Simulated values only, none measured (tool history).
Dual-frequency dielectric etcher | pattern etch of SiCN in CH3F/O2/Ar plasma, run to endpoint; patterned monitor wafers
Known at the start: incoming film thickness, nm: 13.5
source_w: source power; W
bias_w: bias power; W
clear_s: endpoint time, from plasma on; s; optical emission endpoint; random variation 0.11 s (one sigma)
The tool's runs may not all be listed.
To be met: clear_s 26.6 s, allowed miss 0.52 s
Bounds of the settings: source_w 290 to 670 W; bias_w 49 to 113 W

{"run": 1, "hour": 0.0, "source_w": 480, "bias_w": 81, "clear_s": 27.575}
{"run": 2, "hour": 2.2, "source_w": 480, "bias_w": 95, "clear_s": 25.93}
{"run": 3, "hour": 11.0, "source_w": 480, "bias_w": 102, "clear_s": 25.004}
{"run": 4, "hour": 12.6, "source_w": 460, "bias_w": 101, "clear_s": 25.376}
{"run": 5, "hour": 21.5, "source_w": 450, "bias_w": 100, "clear_s": 25.747}
{"hour": 27.1, "done": "wet clean of the chamber"}
{"run": 6, "hour": 27.1, "source_w": 450, "bias_w": 93, "clear_s": 27.924}
{"run": 7, "hour": 33.7, "source_w": 460, "bias_w": 93, "clear_s": 27.646}
{"run": 8, "hour": 34.3, "source_w": 470, "bias_w": 93, "clear_s": 27.381}
{"run": 9, "hour": 36.1, "source_w": 480, "bias_w": 93, "clear_s": 27.192}

Which of these 4 next moves meets every target?
{"run": "A", "hour": 37.9, "source_w": 470, "bias_w": 90, "clear_s": "?"}
{"run": "B", "hour": 37.9, "source_w": 440, "bias_w": 97, "clear_s": "?"}
{"run": "C", "hour": 37.9, "source_w": 460, "bias_w": 101, "clear_s": "?"}
{"run": "D", "hour": 37.9, "source_w": 490, "bias_w": 88, "clear_s": "?"}

move=A clear_s=27.773
move=B clear_s=27.537
move=C clear_s=26.719
move=D clear_s=27.644
A: further off than the last run
B: further off than the last run
C: meets every target
D: further off than the last run
The right move is C.
